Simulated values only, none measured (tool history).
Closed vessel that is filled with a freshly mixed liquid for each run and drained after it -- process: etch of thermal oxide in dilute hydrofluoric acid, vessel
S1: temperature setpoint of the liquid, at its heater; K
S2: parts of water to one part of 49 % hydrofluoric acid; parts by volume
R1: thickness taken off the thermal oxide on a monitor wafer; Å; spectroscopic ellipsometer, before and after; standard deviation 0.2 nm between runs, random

Run 1, day 0: S1 297.15 K, S2 50 parts by volume, time in the liquid (s) 125. Result: R1 124.76 Å.
Run 2, day 0.246: S1 297.15 K, S2 45 parts by volume, time in the liquid (s) 125. Result: R1 139.51 Å.
Run 3, day 0.533: S1 297.15 K, S2 60 parts by volume, time in the liquid (s) 125. Result: R1 103.61 Å.
Run 4, day 0.85: S1 298.65 K, S2 55 parts by volume, time in the liquid (s) 125. Result: R1 119.52 Å.
Run 5, day 0.954: S1 295.65 K, S2 55 parts by volume, time in the liquid (s) 125. Result: R1 105.08 Å.
Run 6, day 1.246: S1 295.65 K, S2 55 parts by volume, time in the liquid (s) 125. Result: R1 104.13 Å.
Run 7, day 1.483: S1 299.65 K, S2 35 parts by volume, time in the liquid (s) 125. Result: R1 203.44 Å.
Run 8, day 1.817: S1 300.65 K, S2 35 parts by volume, time in the liquid (s) 125. Result: R1 209.45 Å.
Run 9, day 2.188: S1 301.15 K, S2 35 parts by volume, time in the liquid (s) 125. Result: R1 212.85 Å.
Run 10, day 2.429: S1 301.65 K, S2 35 parts by volume, time in the liquid (s) 125. Result: R1 218.72 Å.
Run 11, day 2.592: S1 302.15 K, S2 35 parts by volume, time in the liquid (s) 125. Result: R1 220.09 Å.
Run 12, day 2.958: S1 302.65 K, S2 35 parts by volume, time in the liquid (s) 125. Result: R1 225.19 Å.
Run 13, day 3.217: S1 303.15 K, S2 35 parts by volume, time in the liquid (s) 125. Result: R1 231.67 Å.

Run 14 is up next; what results do you expect?
Run 14, day 3.558: S1 303.15 K, S2 35 parts by volume, time in the liquid (s) 125. Result: R1 ?.

{"run 14": {"R1": 231.46}}
